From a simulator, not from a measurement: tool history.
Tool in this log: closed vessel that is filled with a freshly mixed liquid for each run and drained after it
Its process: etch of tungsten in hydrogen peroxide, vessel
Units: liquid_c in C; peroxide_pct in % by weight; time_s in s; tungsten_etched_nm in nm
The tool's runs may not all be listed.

run 1 hour=0 | liquid_c=53 peroxide_pct=21 time_s=30 | tungsten_etched_nm=82.853
run 2 hour=6.6 | liquid_c=51 peroxide_pct=21 time_s=30 | tungsten_etched_nm=73.773
run 3 hour=7.8 | liquid_c=51 peroxide_pct=18.5 time_s=30 | tungsten_etched_nm=69.295
run 4 hour=10 | liquid_c=51 peroxide_pct=18.5 time_s=30 | tungsten_etched_nm=69
run 5 hour=15.8 | liquid_c=49.5 peroxide_pct=18.5 time_s=30 | tungsten_etched_nm=62.688
run 6 hour=23.5 | liquid_c=55.5 peroxide_pct=18.5 time_s=30 | tungsten_etched_nm=90.271

Forecast run 7:
run 7 hour=26.1 | liquid_c=53 peroxide_pct=18.5 time_s=30 | tungsten_etched_nm=?

{"run 7": {"tungsten_etched_nm": 78.157}}

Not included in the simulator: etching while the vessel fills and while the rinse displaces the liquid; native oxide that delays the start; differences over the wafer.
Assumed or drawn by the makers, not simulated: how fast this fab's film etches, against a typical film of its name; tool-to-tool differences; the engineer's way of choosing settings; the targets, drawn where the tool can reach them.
